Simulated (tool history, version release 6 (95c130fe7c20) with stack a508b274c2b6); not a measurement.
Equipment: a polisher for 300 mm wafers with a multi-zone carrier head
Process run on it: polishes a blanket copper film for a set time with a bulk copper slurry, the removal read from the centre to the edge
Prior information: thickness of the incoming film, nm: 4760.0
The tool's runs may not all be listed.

run,hour,flow of slurry (ml/min),pressure of the head's centre zone,pressure of the head's middle zone,pressure of the head's edge zone,abrasive content of the slurry,polishing time (s),film removed at the wafer's centre (nm),film removed at mid-radius (nm),film removed at the wafer's edge (nm)
1,0,165,1,1,1,1,70,443.55,429.84,462.05
2,5.5,165,1,1.06,1,1,70,443.62,464.3,452.86
3,10.7,165,1,1.06,1,1.15,70,452.03,480.47,461.5
4,14.1,170,1.02,1.06,1.01,1.2,71,485.28,481.68,479.12
5,21.2,170,1.02,1.06,1.01,1.1,71,477.42,486.49,468.6
6,23.4,170,0.94,1.06,1.01,1.1,71,434.89,479.08,470.09
7,27.8,175,0.96,1.07,1.02,1.15,72,451.56,502.58,486.85
8,36.7,180,0.99,1.07,1.03,1.2,73,484.44,515.7,496.67
9,45.1,185,1.01,1.07,1.04,1.25,74,509.82,518.83,512.1
10,49.4,230,1.11,1.17,1.03,1.5,83,672.82,679.68,620.7

Run 11 comes next. What will it give?
11,52.7,230,1.12,1.16,1.03,1.5,83,?,?,?

Run 11 produced film removed at the wafer's centre (nm) 686, film removed at mid-radius (nm) 678.42, film removed at the wafer's edge (nm) 620.82.

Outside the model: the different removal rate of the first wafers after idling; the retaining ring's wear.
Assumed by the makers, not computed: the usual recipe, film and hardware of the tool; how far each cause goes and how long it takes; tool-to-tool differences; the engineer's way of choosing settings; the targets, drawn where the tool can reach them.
